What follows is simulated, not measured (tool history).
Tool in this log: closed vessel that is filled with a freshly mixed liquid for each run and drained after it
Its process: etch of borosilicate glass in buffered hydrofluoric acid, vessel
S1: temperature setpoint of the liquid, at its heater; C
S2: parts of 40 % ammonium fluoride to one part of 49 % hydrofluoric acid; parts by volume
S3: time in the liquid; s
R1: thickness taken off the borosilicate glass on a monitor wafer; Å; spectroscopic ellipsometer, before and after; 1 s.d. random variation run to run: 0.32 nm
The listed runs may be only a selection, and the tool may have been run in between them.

run	day	S1	S2	S3	R1
1	0.000	23.0	17.0	95	648.55
2	0.342	23.5	17.0	95	657.03
3	0.417	23.5	17.0	105	728.62
4	0.546	23.5	12.0	105	1031.40
5	0.608	23.5	12.0	105	1037.70
6	0.871	21.5	12.5	105	892.69

Run 7 has not been measured yet. What should we expect?
7	0.954	20.0	12.5	105	?

Run 7 gave R1 821.73 Å.
